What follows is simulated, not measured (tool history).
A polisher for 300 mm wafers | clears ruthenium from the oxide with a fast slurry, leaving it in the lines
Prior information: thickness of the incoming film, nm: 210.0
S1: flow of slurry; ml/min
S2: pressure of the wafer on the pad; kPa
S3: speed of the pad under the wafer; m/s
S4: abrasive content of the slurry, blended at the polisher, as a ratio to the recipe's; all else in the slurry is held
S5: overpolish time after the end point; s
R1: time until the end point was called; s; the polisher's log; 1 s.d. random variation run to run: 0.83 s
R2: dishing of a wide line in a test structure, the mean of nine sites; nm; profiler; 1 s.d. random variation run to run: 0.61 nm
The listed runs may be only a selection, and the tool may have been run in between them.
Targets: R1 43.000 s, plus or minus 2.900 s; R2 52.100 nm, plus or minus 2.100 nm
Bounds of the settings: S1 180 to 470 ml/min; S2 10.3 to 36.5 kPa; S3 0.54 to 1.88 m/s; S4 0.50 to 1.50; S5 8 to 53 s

run,day,S1,S2,S3,S4,S5,R1,R2
1,0.000,300,23.4,1.20,1.00,27,29.411,94.688
2,0.075,250,23.4,1.20,1.00,27,30.135,92.518
3,0.308,240,22.8,1.18,1.00,24,32.890,84.304
4,0.667,230,22.1,1.18,1.00,22,32.905,78.267
5,0.992,230,21.4,1.18,1.00,20,33.907,73.195
6,1.108,230,21.4,1.18,1.20,20,30.651,77.493
7,1.271,230,20.0,1.18,1.20,19,32.300,73.069
8,1.483,230,18.6,1.18,1.20,18,34.167,66.254
9,1.712,230,17.9,1.18,1.20,18,35.708,64.806
10,1.771,230,13.1,1.16,1.20,10,48.217,31.834
11,1.992,220,19.3,0.96,1.15,17,38.349,57.173
# day 2.104: slurry nozzle cleaned
12,2.104,225,19.3,0.96,1.15,17,38.959,58.248
13,2.158,225,16.5,0.94,1.15,13,45.347,41.981
14,2.246,220,16.5,0.92,1.15,13,45.592,41.375
15,2.271,215,16.5,0.90,1.15,14,48.468,43.163
16,2.467,210,17.2,0.90,1.15,14,45.308,44.546
17,2.717,205,17.9,0.88,1.15,15,46.153,48.499

4 candidate next runs follow, results not yet known. Just one meets every target within its allowed miss. Identify it.
A,2.967,195,16.5,0.90,1.40,18,?,?
B,2.967,205,21.4,0.86,1.25,14,?,?
C,2.967,270,19.3,0.70,1.10,18,?,?
D,2.967,275,19.3,0.76,1.25,16,?,?

move,R1,R2
A,42.263,56.804
B,35.817,53.240
C,47.504,51.985
D,41.728,52.462
A: carries the result that was furthest off beyond its target, to the other side
B: meets the target for the result that was furthest off, but another lies outside its allowed miss
C: meets the target for the result that was furthest off, but another lies outside its allowed miss
D: every result lands within tolerance
The right move is D.
